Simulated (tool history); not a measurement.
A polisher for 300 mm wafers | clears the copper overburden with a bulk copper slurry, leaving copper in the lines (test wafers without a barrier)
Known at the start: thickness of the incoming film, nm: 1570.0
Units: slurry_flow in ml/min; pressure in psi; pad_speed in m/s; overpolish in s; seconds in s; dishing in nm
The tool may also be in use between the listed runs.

run  hour  slurry_flow  pressure  pad_speed  slurry_solids  overpolish  seconds  dishing
  1     0          120       3.4       1.28              1          14   111.69   50.878
  2   3.2          120       3.4       1.28           0.85          14   118.88   50.211
  3   7.9          135       3.4       1.28           0.85          14   114.55   49.934
  4  16.6          165       3.4       1.28           0.85          14    109.6   49.836
  5  25.6          165       3.4       1.28           0.75          14   114.16   50.181
  6  32.4          185       3.4       1.28           0.75          14   112.97   49.403
  7  39.4          185       2.8       1.28            0.8          11   134.18   45.075

The next listed run, before its measurement:
  8    40          185       2.4        1.3           0.85           9        ?        ?

{"run 8": {"seconds": 150.29, "dishing": 40.647}}
